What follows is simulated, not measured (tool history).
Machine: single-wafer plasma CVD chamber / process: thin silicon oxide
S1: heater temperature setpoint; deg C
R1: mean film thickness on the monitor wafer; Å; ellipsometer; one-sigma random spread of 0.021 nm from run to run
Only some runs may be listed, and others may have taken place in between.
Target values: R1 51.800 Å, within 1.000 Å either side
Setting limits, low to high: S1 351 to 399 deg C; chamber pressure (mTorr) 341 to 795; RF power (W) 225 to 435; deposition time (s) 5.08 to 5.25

Run 1, hour 0.0: S1 375 deg C, chamber pressure (mTorr) 568, RF power (W) 330, deposition time (s) 5.08. Result: R1 76.641 Å.
Run 2, hour 4.9: S1 375 deg C, chamber pressure (mTorr) 568, RF power (W) 365, deposition time (s) 5.08. Result: R1 79.071 Å.
Run 3, hour 12.1: S1 375 deg C, chamber pressure (mTorr) 568, RF power (W) 405, deposition time (s) 5.08. Result: R1 80.599 Å.
Run 4, hour 16.5: S1 375 deg C, chamber pressure (mTorr) 530, RF power (W) 405, deposition time (s) 5.08. Result: R1 76.320 Å.
Run 5, hour 17.5: S1 376 deg C, chamber pressure (mTorr) 498, RF power (W) 390, deposition time (s) 5.08. Result: R1 71.861 Å.
Run 6, hour 20.5: S1 381 deg C, chamber pressure (mTorr) 498, RF power (W) 390, deposition time (s) 5.08. Result: R1 71.460 Å.
Run 7, hour 25.4: S1 381 deg C, chamber pressure (mTorr) 498, RF power (W) 390, deposition time (s) 5.08. Result: R1 70.841 Å.
Run 8, hour 28.0: S1 381 deg C, chamber pressure (mTorr) 498, RF power (W) 390, deposition time (s) 5.08. Result: R1 71.338 Å.
Run 9, hour 36.2: S1 381 deg C, chamber pressure (mTorr) 471, RF power (W) 375, deposition time (s) 5.08. Result: R1 67.012 Å.
Run 10, hour 40.9: S1 382 deg C, chamber pressure (mTorr) 357, RF power (W) 360, deposition time (s) 5.08. Result: R1 52.949 Å.

Exactly one of the 4 candidate moves below puts every result within its allowed miss. Which one?
Run A, hour 45.6: S1 383 deg C, chamber pressure (mTorr) 341, RF power (W) 315, deposition time (s) 5.08. Result: R1 ?.
Run B, hour 45.6: S1 377 deg C, chamber pressure (mTorr) 341, RF power (W) 335, deposition time (s) 5.08. Result: R1 ?.
Run C, hour 45.6: S1 373 deg C, chamber pressure (mTorr) 345, RF power (W) 355, deposition time (s) 5.10. Result: R1 ?.
Run D, hour 45.6: S1 399 deg C, chamber pressure (mTorr) 341, RF power (W) 330, deposition time (s) 5.15. Result: R1 ?.

move      R1
   A  49.133
   B  50.072
   C  51.617
   D  49.792
A: takes the biggest miss from the last run beyond its target
B: takes the biggest miss from the last run beyond its target
C: all results in spec
D: takes the biggest miss from the last run beyond its target
Answer: C

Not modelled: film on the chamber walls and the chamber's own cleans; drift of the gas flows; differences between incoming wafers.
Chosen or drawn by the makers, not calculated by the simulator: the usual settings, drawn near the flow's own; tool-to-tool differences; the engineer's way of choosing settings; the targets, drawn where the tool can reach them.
